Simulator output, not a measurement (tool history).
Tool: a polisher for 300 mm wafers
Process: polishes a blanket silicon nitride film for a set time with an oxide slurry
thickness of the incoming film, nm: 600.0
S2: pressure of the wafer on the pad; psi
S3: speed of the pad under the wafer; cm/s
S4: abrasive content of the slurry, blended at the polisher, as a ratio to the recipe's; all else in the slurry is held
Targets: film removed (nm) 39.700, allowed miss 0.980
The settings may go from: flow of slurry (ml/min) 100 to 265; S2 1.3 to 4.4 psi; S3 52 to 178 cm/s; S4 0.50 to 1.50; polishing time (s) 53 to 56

run 1 day=0.000 | flow_of_slurry_(ml/min)=170 S2=2.8 S3=114 S4=1.00 polishing_time_(s)=53 | film_removed_(nm)=26.428
run 2 day=0.062 | flow_of_slurry_(ml/min)=170 S2=2.8 S3=86 S4=1.00 polishing_time_(s)=53 | film_removed_(nm)=21.275
run 3 day=0.242 | flow_of_slurry_(ml/min)=180 S2=3.3 S3=86 S4=1.00 polishing_time_(s)=53 | film_removed_(nm)=24.370
run 4 day=0.421 | flow_of_slurry_(ml/min)=180 S2=3.3 S3=86 S4=1.10 polishing_time_(s)=53 | film_removed_(nm)=24.968
run 5 day=0.471 | flow_of_slurry_(ml/min)=180 S2=3.6 S3=92 S4=1.10 polishing_time_(s)=53 | film_removed_(nm)=28.184
run 6 day=0.642 | flow_of_slurry_(ml/min)=220 S2=3.6 S3=92 S4=1.10 polishing_time_(s)=53 | film_removed_(nm)=28.369
run 7 day=0.862 | flow_of_slurry_(ml/min)=220 S2=3.8 S3=96 S4=1.10 polishing_time_(s)=53 | film_removed_(nm)=30.986
run 8 day=1.071 | flow_of_slurry_(ml/min)=220 S2=4.0 S3=100 S4=1.10 polishing_time_(s)=53 | film_removed_(nm)=33.335
run 9 day=1.262 | flow_of_slurry_(ml/min)=220 S2=4.1 S3=104 S4=1.10 polishing_time_(s)=53 | film_removed_(nm)=34.719
run 10 day=1.438 | flow_of_slurry_(ml/min)=220 S2=4.2 S3=106 S4=1.10 polishing_time_(s)=53 | film_removed_(nm)=35.636
run 11 day=1.588 | flow_of_slurry_(ml/min)=220 S2=4.3 S3=108 S4=1.10 polishing_time_(s)=53 | film_removed_(nm)=37.580
run 12 day=1.771 | flow_of_slurry_(ml/min)=220 S2=4.3 S3=110 S4=1.10 polishing_time_(s)=53 | film_removed_(nm)=37.990

Which of these 5 next moves meets every target?
run A day=1.954 | flow_of_slurry_(ml/min)=210 S2=4.4 S3=94 S4=1.15 polishing_time_(s)=55 | film_removed_(nm)=?
run B day=1.954 | flow_of_slurry_(ml/min)=230 S2=4.0 S3=110 S4=1.15 polishing_time_(s)=53 | film_removed_(nm)=?
run C day=1.954 | flow_of_slurry_(ml/min)=225 S2=4.4 S3=102 S4=1.10 polishing_time_(s)=53 | film_removed_(nm)=?
run D day=1.954 | flow_of_slurry_(ml/min)=215 S2=4.4 S3=134 S4=0.70 polishing_time_(s)=53 | film_removed_(nm)=?
run E day=1.954 | flow_of_slurry_(ml/min)=255 S2=4.2 S3=134 S4=0.90 polishing_time_(s)=53 | film_removed_(nm)=?

move=A film_removed_(nm)=35.890
move=B film_removed_(nm)=36.540
move=C film_removed_(nm)=36.359
move=D film_removed_(nm)=35.571
move=E film_removed_(nm)=39.837
A: further off than the last run
B: further off than the last run
C: further off than the last run
D: further off than the last run
E: meets every target
Move E is the one to make.

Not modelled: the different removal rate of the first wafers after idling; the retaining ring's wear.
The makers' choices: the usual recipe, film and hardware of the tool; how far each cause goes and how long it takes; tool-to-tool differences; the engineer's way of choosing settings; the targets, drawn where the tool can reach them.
